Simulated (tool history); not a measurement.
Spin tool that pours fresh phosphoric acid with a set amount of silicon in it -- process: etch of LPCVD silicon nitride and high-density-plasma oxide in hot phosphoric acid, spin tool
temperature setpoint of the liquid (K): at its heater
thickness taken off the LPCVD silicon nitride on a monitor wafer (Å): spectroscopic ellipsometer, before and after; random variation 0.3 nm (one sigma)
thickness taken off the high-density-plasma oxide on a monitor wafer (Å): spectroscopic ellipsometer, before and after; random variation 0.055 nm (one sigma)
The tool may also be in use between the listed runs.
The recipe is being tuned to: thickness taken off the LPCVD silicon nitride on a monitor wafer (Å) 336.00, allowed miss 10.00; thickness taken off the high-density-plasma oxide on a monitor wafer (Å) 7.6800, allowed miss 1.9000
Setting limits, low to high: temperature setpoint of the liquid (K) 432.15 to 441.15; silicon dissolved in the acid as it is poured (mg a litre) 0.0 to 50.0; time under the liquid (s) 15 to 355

run	hour	temperature setpoint of the liquid (K)	silicon dissolved in the acid as it is poured (mg a litre)	time under the liquid (s)	thickness taken off the LPCVD silicon nitride on a monitor wafer (Å)	thickness taken off the high-density-plasma oxide on a monitor wafer (Å)
1	0.0	437.15	23.0	180	182.81	4.6454
2	5.8	437.65	24.5	200	203.81	5.0551
3	7.9	439.65	24.5	200	218.70	5.9187
4	13.3	439.65	14.5	200	220.94	8.6102
5	19.0	441.15	14.5	200	224.41	7.1787
6	23.4	441.15	17.0	215	248.99	8.3241
7	24.8	441.15	20.0	225	251.94	7.9165
8	29.8	441.15	23.0	240	276.66	7.8203
9	36.5	441.15	24.5	250	279.17	7.2630
10	41.8	441.15	25.5	260	295.75	7.4896
11	46.9	441.15	26.0	265	305.08	8.4777
12	52.7	441.15	34.5	285	319.38	5.8078
13	58.5	441.15	34.5	285	325.12	5.6735

Below are 5 possible settings for the next run. Only one of them brings all results inside the allowed miss of their targets. Which is it?
A	64.3	441.15	27.5	270	?	?
B	64.3	441.15	14.0	270	?	?
C	64.3	440.65	38.0	305	?	?
D	64.3	441.15	12.0	295	?	?
E	64.3	440.15	28.0	305	?	?

move	thickness taken off the LPCVD silicon nitride on a monitor wafer (Å)	thickness taken off the high-density-plasma oxide on a monitor wafer (Å)
A	308.25	7.6473
B	308.25	11.4010
C	342.56	5.1513
D	336.79	13.0650
E	337.00	7.8913
A: moves away from the targets compared with the last run
B: moves away from the targets compared with the last run
C: the furthest-off result lands on target, but another misses its tolerance
D: the furthest-off result lands on target, but another misses its tolerance
E: every result within its allowed miss
Move E is the one to make.

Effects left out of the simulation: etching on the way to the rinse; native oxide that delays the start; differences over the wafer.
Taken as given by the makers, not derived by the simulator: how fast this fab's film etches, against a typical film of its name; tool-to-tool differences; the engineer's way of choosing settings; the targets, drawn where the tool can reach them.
